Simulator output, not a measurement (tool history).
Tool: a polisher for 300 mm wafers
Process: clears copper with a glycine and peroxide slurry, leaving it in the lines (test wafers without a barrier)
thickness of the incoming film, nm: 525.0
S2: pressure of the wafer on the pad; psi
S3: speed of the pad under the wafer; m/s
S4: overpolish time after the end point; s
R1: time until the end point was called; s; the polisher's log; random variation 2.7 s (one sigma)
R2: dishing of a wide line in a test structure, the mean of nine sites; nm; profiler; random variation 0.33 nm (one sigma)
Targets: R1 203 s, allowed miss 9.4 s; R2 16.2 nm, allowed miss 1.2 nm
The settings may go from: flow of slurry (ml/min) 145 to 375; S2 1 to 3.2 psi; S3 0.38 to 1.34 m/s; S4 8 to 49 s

Run 1, hour 0: flow of slurry (ml/min) 240, S2 2.1 psi, S3 0.86 m/s, S4 25 s. Result: R1 118.02 s, R2 65.336 nm.
Run 2, hour 6.1: flow of slurry (ml/min) 240, S2 1.9 psi, S3 0.86 m/s, S4 25 s. Result: R1 130.61 s, R2 62.918 nm.
Run 3, hour 7.4: flow of slurry (ml/min) 240, S2 1.5 psi, S3 0.86 m/s, S4 25 s. Result: R1 151.41 s, R2 52.517 nm.
Run 4, hour 11.7: flow of slurry (ml/min) 230, S2 1.4 psi, S3 0.84 m/s, S4 23 s. Result: R1 158.96 s, R2 47.975 nm.
Run 5, hour 17.7: flow of slurry (ml/min) 230, S2 1.8 psi, S3 0.84 m/s, S4 23 s. Result: R1 137.23 s, R2 58.368 nm.
Run 6, hour 20.7: flow of slurry (ml/min) 245, S2 1.7 psi, S3 0.82 m/s, S4 21 s. Result: R1 140.13 s, R2 51.908 nm.
Run 7, hour 28.4: flow of slurry (ml/min) 260, S2 1.6 psi, S3 0.78 m/s, S4 20 s. Result: R1 151.95 s, R2 46.381 nm.
Run 8, hour 31.4: flow of slurry (ml/min) 275, S2 1.5 psi, S3 0.76 m/s, S4 19 s. Result: R1 158.89 s, R2 40.508 nm.
Run 9, hour 35.9: flow of slurry (ml/min) 285, S2 1.4 psi, S3 0.74 m/s, S4 18 s. Result: R1 173.32 s, R2 39.543 nm.
Run 10, hour 44.6: flow of slurry (ml/min) 295, S2 1.4 psi, S3 0.72 m/s, S4 17 s. Result: R1 169.64 s, R2 36.708 nm.
Run 11, hour 52.5: flow of slurry (ml/min) 305, S2 1.4 psi, S3 0.7 m/s, S4 16 s. Result: R1 175.23 s, R2 35.705 nm.
Run 12, hour 56.7: flow of slurry (ml/min) 315, S2 1.4 psi, S3 0.68 m/s, S4 15 s. Result: R1 175.56 s, R2 32.388 nm.
Run 13, hour 61.1: flow of slurry (ml/min) 320, S2 1.4 psi, S3 0.66 m/s, S4 14 s. Result: R1 179.1 s, R2 29.508 nm.
Run 14, hour 63.5: flow of slurry (ml/min) 325, S2 1.4 psi, S3 0.62 m/s, S4 13 s. Result: R1 181.61 s, R2 27.06 nm.
Run 15, hour 67.3: flow of slurry (ml/min) 330, S2 1.4 psi, S3 0.6 m/s, S4 12 s. Result: R1 190.28 s, R2 24.82 nm.
Run 16, hour 68.6: flow of slurry (ml/min) 335, S2 1.4 psi, S3 0.58 m/s, S4 12 s. Result: R1 190.78 s, R2 24.419 nm.
Run 17, hour 75.8: flow of slurry (ml/min) 340, S2 1.4 psi, S3 0.56 m/s, S4 12 s. Result: R1 190.73 s, R2 24.17 nm.
Run 18, hour 80.8: flow of slurry (ml/min) 345, S2 1.4 psi, S3 0.54 m/s, S4 12 s. Result: R1 197.17 s, R2 23.359 nm.
Run 19, hour 83.4: flow of slurry (ml/min) 350, S2 1.4 psi, S3 0.52 m/s, S4 12 s. Result: R1 201.34 s, R2 24.095 nm.
Run 20, hour 83.9: flow of slurry (ml/min) 355, S2 1.4 psi, S3 0.5 m/s, S4 12 s. Result: R1 203.78 s, R2 22.972 nm.
Run 21, hour 85.5: flow of slurry (ml/min) 375, S2 1.2 psi, S3 0.5 m/s, S4 8 s. Result: R1 217.83 s, R2 14.468 nm.

Which of these 4 next moves meets every target?
Run A, hour 87.1: flow of slurry (ml/min) 375, S2 1.3 psi, S3 0.38 m/s, S4 11 s. Result: R1 ?, R2 ?.
Run B, hour 87.1: flow of slurry (ml/min) 255, S2 1.2 psi, S3 0.52 m/s, S4 9 s. Result: R1 ?, R2 ?.
Run C, hour 87.1: flow of slurry (ml/min) 375, S2 1.1 psi, S3 0.64 m/s, S4 8 s. Result: R1 ?, R2 ?.
Run D, hour 87.1: flow of slurry (ml/min) 370, S2 1.2 psi, S3 0.5 m/s, S4 9 s. Result: R1 ?, R2 ?.

move      R1      R2
   A  238.66  19.047
   B  225.08  16.573
   C  207.02  15.976
   D  221.77  16.815
A: further off than the last run
B: further off than the last run
C: meets every target
D: further off than the last run
The right move is C.
